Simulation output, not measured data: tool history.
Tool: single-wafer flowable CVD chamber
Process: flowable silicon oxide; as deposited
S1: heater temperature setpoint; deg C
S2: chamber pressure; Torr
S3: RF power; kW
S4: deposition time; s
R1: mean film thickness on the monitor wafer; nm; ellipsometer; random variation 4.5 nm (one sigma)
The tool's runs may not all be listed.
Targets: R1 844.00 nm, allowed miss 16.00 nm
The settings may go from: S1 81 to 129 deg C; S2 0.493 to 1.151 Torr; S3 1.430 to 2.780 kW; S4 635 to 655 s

run	day	S1	S2	S3	S4	R1
1	0.000	105	0.822	2.105	635	356.75
2	0.129	100	0.831	2.105	635	437.20
3	0.429	96	0.831	2.105	635	516.45
4	0.488	96	0.914	2.105	635	558.94
5	0.721	94	0.914	2.105	635	604.12
6	1.046	92	0.914	2.105	635	650.13
# day 1.354: RF generator calibrated
7	1.354	91	0.914	2.105	635	676.57
8	1.642	90	0.914	2.105	635	702.28
9	1.892	83	0.915	2.105	635	889.62
10	2.212	83	0.915	2.105	635	890.73

Which of these 5 next moves meets every target?
A	2.533	87	1.002	2.090	635	?
B	2.533	82	0.910	2.255	647	?
C	2.533	89	1.092	2.105	640	?
D	2.533	82	0.892	2.005	635	?
E	2.533	83	0.886	2.185	644	?

move	R1
A	846.21
B	941.99
C	867.52
D	888.15
E	883.22
A: meets every target
B: further off than the last run
C: nearer than the last run, and not there yet
D: nearer than the last run, and not there yet
E: nearer than the last run, and not there yet
Move A is the one to make.
